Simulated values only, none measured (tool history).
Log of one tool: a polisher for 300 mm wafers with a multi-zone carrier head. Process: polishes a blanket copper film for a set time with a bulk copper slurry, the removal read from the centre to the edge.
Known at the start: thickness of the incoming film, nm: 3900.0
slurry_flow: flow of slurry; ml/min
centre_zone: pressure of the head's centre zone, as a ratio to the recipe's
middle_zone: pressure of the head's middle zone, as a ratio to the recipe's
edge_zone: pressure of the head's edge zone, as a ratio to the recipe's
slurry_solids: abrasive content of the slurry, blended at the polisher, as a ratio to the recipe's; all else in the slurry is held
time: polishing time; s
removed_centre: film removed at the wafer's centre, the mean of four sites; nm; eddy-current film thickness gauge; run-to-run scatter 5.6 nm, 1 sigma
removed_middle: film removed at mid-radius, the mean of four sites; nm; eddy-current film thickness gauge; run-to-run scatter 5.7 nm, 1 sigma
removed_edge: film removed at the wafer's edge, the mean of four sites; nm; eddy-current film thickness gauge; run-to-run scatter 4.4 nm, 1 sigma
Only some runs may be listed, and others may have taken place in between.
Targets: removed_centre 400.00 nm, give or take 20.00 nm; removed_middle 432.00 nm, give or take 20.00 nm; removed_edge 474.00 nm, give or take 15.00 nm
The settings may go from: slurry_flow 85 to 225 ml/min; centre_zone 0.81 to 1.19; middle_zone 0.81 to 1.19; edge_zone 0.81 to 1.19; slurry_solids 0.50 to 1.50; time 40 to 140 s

run  hour  slurry_flow  centre_zone  middle_zone  edge_zone  slurry_solids  time  removed_centre  removed_middle  removed_edge
  1   0.0          145         1.00         1.00       1.00           1.00    90          623.14          651.43        633.19
  2   8.1          145         1.00         1.00       1.00           1.15    90          649.93          656.69        661.60
  3  16.5          145         1.00         1.00       1.00           1.25    90          668.84          685.28        679.11
  4  22.2          145         1.00         1.00       1.00           1.25    81          600.11          610.41        600.85
  5  25.9          145         1.00         1.00       1.00           1.25   103          782.88          784.68        768.42
  6  27.0          145         1.05         1.00       1.00           1.25   103          818.99          779.75        786.65
  7  28.5          140         1.03         0.99       1.00           1.20   100          741.54          732.02        738.02
  8  37.0          135         1.02         0.98       0.99           1.15    98          714.76          702.81        715.72
  9  45.2          130         1.01         0.97       0.99           1.10    96          667.01          681.47        686.05
 10  52.2          105         0.97         0.87       1.07           0.85    71          426.65          402.18        466.83

4 candidate next runs follow, results not yet known. Just one meets every target within its allowed miss. Identify it.
  A  59.2          115         1.06         0.88       1.04           0.85    73               ?               ?             ?
  B  59.2           85         1.08         0.83       1.11           0.95    67               ?               ?             ?
  C  59.2          125         0.95         0.91       0.96           0.75    77               ?               ?             ?
  D  59.2           90         0.91         0.94       1.04           0.80    75               ?               ?             ?

move  removed_centre  removed_middle  removed_edge
   A          478.48          410.47        480.64
   B          437.29          353.66        454.05
   C          439.23          432.02        474.28
   D          393.55          418.68        469.41
A: lands further from the targets than the last run did
B: lands further from the targets than the last run did
C: the worst result of the last run now meets its target, but another is out of spec
D: each result inside its tolerance
D is the move that brings every result within its allowed miss.

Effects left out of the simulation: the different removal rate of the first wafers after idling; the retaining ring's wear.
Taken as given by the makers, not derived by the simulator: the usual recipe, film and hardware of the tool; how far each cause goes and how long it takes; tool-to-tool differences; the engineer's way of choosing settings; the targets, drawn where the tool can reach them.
